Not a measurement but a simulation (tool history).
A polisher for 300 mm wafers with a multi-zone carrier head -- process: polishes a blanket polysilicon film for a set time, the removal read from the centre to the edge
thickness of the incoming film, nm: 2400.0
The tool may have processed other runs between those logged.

run	day	flow of slurry (ml/min)	pressure of the head's centre zone	pressure of the head's middle zone	pressure of the head's edge zone	polishing time (s)	film removed at the wafer's centre (angstrom)	film removed at mid-radius (angstrom)	film removed at the wafer's edge (angstrom)
1	0	190	1	1	1	72	3119.2	3128.3	3120.6
2	0.088	180	0.95	0.98	1.03	72	2884.9	3079.6	3195.2
3	0.292	225	0.95	0.98	1.03	72	3053.3	3136	3202.5
4	0.521	260	0.95	0.98	1.03	72	3106.2	3236.6	3251.3
5	0.7	240	0.91	0.96	1.05	71	2890.2	3159.8	3319.1
6	0.758	240	0.91	0.91	1.05	71	2936.7	2955.8	3267
7	0.983	225	0.88	0.91	1.05	70	2736.2	2891.8	3173

Predict the results of run 8:
8	1.312	215	0.86	0.91	1.06	70	?	?	?

Run 8 measured film removed at the wafer's centre (angstrom) 2666, film removed at mid-radius (angstrom) 2888.6, film removed at the wafer's edge (angstrom) 3185.6.

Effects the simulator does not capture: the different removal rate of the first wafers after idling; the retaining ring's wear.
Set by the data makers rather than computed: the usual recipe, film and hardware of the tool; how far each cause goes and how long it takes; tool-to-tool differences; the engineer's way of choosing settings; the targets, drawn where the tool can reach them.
